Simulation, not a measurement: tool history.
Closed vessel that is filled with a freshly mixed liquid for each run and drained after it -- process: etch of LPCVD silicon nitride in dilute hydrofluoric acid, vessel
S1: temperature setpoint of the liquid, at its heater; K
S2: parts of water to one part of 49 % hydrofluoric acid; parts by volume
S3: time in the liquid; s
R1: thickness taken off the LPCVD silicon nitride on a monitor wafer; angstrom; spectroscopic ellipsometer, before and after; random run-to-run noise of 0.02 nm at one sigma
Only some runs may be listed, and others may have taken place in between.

{"run": 1, "hour": 0.0, "S1": 295.15, "S2": 150, "S3": 990, "R1": 31.752}
{"run": 2, "hour": 6.1, "S1": 297.65, "S2": 150, "S3": 990, "R1": 38.138}
{"run": 3, "hour": 8.2, "S1": 297.15, "S2": 150, "S3": 990, "R1": 36.542}
{"run": 4, "hour": 13.7, "S1": 297.15, "S2": 190, "S3": 990, "R1": 29.03}
{"run": 5, "hour": 16.9, "S1": 294.65, "S2": 190, "S3": 990, "R1": 24.699}
{"run": 6, "hour": 26.3, "S1": 296.15, "S2": 190, "S3": 990, "R1": 26.955}
{"run": 7, "hour": 32.1, "S1": 297.15, "S2": 190, "S3": 990, "R1": 29.019}

Forecast run 8:
{"run": 8, "hour": 35.5, "S1": 297.15, "S2": 190, "S3": 990, "R1": "?"}

R1: 29.134 angstrom
